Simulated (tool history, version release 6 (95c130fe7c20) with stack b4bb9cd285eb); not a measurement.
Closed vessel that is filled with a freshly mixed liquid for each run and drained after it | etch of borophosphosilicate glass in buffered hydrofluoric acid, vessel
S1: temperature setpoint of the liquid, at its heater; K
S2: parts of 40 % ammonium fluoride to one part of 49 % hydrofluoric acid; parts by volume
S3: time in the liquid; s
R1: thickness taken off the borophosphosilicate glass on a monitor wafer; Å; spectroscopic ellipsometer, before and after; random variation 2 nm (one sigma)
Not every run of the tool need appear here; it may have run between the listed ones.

run,day,S1,S2,S3,R1
1,0.000,298.15,21.0,95,1230.0
2,0.267,298.15,18.0,95,1429.1
3,0.312,301.15,18.0,95,1681.1
4,0.654,302.15,17.0,95,1849.5
5,0.825,302.65,16.5,95,1961.2
6,1.012,301.15,16.5,95,1822.9

Forecast run 7:
7,1.238,302.15,16.0,95,?

{"run 7": {"R1": 1986.0}}
